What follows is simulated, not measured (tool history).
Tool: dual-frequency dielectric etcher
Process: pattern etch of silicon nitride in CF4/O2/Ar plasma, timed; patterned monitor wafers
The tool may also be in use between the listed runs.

run	day	source power (kW)	bias power (kW)	Ar flow (sccm)	CF4 flow (sccm)	etch time (s)	mean etch depth across the wafer (angstrom)
1	0.000	0.670	0.041	105	119	91.5	2116.6
2	0.317	0.670	0.036	105	119	91.5	2051.9
3	0.662	0.670	0.041	105	119	91.5	2109.5
4	0.929	0.630	0.041	105	119	91.5	1980.3
5	1.212	0.600	0.041	105	119	91.5	1869.3
6	1.350	0.600	0.044	105	119	91.5	1895.2
7	1.633	0.580	0.044	105	119	91.5	1837.1
8	1.679	0.560	0.044	105	119	91.5	1774.0

Run 9 comes next. What will it give?
9	1.717	0.540	0.044	105	119	91.5	?

{"run 9": {"mean etch depth across the wafer (angstrom)": 1676.4}}

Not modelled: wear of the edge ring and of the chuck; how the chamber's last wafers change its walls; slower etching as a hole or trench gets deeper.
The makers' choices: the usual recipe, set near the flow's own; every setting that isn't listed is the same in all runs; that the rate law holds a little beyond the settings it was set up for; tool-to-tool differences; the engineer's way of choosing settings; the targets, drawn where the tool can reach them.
